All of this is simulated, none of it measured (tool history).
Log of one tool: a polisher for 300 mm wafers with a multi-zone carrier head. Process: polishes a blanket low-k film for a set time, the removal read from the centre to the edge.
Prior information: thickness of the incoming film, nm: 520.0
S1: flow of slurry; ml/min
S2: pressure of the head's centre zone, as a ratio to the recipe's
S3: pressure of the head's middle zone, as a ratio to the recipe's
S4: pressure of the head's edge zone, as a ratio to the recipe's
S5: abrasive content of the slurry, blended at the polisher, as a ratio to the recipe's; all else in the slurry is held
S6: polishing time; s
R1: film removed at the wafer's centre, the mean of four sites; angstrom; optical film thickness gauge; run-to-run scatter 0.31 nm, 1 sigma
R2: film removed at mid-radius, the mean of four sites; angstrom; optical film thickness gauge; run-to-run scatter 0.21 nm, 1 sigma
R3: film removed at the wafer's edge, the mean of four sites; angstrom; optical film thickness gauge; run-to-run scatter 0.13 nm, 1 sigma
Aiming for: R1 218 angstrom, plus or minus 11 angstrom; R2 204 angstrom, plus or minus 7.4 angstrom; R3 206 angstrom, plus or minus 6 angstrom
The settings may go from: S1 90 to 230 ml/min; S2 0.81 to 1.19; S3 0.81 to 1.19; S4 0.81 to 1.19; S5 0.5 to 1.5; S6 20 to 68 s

run	hour	S1	S2	S3	S4	S5	S6	R1	R2	R3
1	0	150	1	1	1	1	44	163.98	157.31	161.92
2	3.6	160	1.03	1.03	1.04	1.1	44	177.82	170.02	171.69
3	7.7	160	1.03	1.08	1.04	1.1	44	173.9	172.26	172.42
4	9.2	160	1.03	1.05	1.04	1.1	44	176.16	175.45	172.25
5	11.4	165	1.04	1.02	1.08	1.15	44	183.27	170.81	178.17
6	18	175	1.05	1.04	1.09	1.25	44	191.42	180.52	187.2
7	22.5	180	1.07	1.06	1.1	1.3	44	199.17	191.38	192.08
8	24.7	185	1.08	1.06	1.12	1.35	44	208.27	193.07	195.71
9	25.6	190	1.08	1.07	1.13	1.35	44	208.53	193.84	198.68
10	34.2	195	1.08	1.08	1.13	1.35	44	209.43	198.7	197.28
11	39.2	195	1.08	1.08	1.14	1.35	44	214.05	201.76	198.15

5 candidate next runs follow, results not yet known. Just one meets every target within its allowed miss. Identify it.
A	44.2	225	1.14	1.14	1.11	1.15	44	?	?	?
B	44.2	185	1.06	1.03	1.01	1.45	47	?	?	?
C	44.2	225	1.15	1.14	1.13	1.3	41	?	?	?
D	44.2	170	1.17	1.11	1.09	1.15	48	?	?	?
E	44.2	230	1.17	1.18	1.18	0.9	46	?	?	?

move	R1	R2	R3
A	209.5	197.87	188.25
B	219.46	205.48	205.09
C	206.36	193.19	185.48
D	223.73	202.25	197.33
E	203.81	193.03	183.79
A: the biggest miss grows against the last run
B: in spec on every target
C: the biggest miss grows against the last run
D: the biggest miss grows against the last run
E: the biggest miss grows against the last run
So the answer is move B, the one that meets all the targets.
